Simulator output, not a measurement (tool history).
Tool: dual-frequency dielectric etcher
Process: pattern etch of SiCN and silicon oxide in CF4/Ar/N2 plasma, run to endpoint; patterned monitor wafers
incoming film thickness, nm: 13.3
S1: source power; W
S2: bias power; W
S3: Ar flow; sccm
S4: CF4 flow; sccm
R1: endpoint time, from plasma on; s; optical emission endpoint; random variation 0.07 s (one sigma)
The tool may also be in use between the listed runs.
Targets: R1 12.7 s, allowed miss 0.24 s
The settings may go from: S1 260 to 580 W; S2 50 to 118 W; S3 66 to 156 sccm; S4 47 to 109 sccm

run	hour	S1	S2	S3	S4	R1
1	0	420	84	111	78	15.419
2	5.1	440	84	111	78	14.845
3	8.2	470	84	111	78	13.861
4	17.1	470	84	101	78	13.638
5	25.2	470	84	110	78	13.808
6	27.3	470	84	110	90	13.378
7	30.4	480	84	110	90	13.251
8	39	490	84	110	90	13.037

4 next moves are on the table. One of them brings every result within its allowed miss. Which?
A	47.6	480	86	115	91	?
B	47.6	500	84	102	86	?
C	47.6	470	89	109	87	?
D	47.6	490	104	150	105	?

move	R1
A	13.218
B	12.673
C	13.33
D	12.264
A: further off than the last run
B: meets every target
C: further off than the last run
D: takes the result that was furthest off past its target
The right move is B.
